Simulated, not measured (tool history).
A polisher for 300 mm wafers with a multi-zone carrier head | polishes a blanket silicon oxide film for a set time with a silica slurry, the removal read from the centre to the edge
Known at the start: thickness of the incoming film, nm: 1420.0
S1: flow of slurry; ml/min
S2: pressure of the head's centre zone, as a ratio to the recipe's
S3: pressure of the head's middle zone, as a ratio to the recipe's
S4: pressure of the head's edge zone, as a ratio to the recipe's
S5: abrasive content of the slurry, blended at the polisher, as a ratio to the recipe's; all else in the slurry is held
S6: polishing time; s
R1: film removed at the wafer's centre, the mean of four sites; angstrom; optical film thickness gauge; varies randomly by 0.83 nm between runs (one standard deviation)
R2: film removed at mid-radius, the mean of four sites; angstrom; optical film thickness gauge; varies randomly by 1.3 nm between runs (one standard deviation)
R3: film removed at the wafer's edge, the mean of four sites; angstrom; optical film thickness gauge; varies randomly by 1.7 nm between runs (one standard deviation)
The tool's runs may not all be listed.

run  hour   S1    S2    S3    S4    S5  S6      R1      R2      R3
  1     0  305     1     1     1     1  38  919.97  933.11  938.19
  2   8.7  305     1     1  1.05   1.1  38  960.45  967.11  1006.3
  3  14.8  240     1     1  1.05   1.1  38  925.74  945.51  987.16
  4  18.9  260  1.01  1.01  1.09   1.2  38  993.66  985.75  1068.4
  5  23.2  260  1.01  1.01  1.05   1.2  38  981.56  1001.2  1028.8
  6  25.4  285  1.01  1.03  1.09  1.25  38  1000.4  1049.5  1060.1
  7  30.6  285  1.01  1.02  1.11   1.3  38  1019.3    1051  1104.5

For run 8, what comes out?
  8  32.3  290  1.02  1.02  1.13  1.35  38   ?   ?   ?

Run 8 measured R1 1053.1 angstrom, R2 1071.2 angstrom, R3 1133.9 angstrom.
